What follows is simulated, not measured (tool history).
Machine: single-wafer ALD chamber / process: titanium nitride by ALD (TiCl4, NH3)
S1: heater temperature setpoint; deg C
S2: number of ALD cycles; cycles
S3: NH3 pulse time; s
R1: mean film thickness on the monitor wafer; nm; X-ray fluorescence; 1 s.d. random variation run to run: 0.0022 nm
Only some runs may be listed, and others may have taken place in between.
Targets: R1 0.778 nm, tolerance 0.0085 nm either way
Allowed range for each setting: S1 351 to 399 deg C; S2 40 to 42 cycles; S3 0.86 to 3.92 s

run,hour,S1,S2,S3,R1
1,0,375,42,2.39,0.81914
2,1.5,375,42,3.06,0.83279
3,10.5,384,42,3.06,0.83938
4,13.1,384,42,3.06,0.83535
5,20.1,384,42,3.06,0.83558
6,24.3,382,41,2.67,0.80933
7,32.2,382,41,2.5,0.81
8,33.4,381,41,2.28,0.80652
9,36.4,380,41,2.09,0.80022
10,43.6,379,41,1.98,0.79462
11,49.3,379,41,1.94,0.7946

Next run, 4 choices. One meets every target within its allowed miss, the rest don't. Which?
A,55,379,42,1.64,?
B,55,377,41,2.12,?
C,55,379,40,1.89,?
D,55,379,41,2.25,?

move,R1
A,0.80779
B,0.79957
C,0.77622
D,0.80364
A: moves away from the targets compared with the last run
B: moves away from the targets compared with the last run
C: each result inside its tolerance
D: moves away from the targets compared with the last run
Answer: C
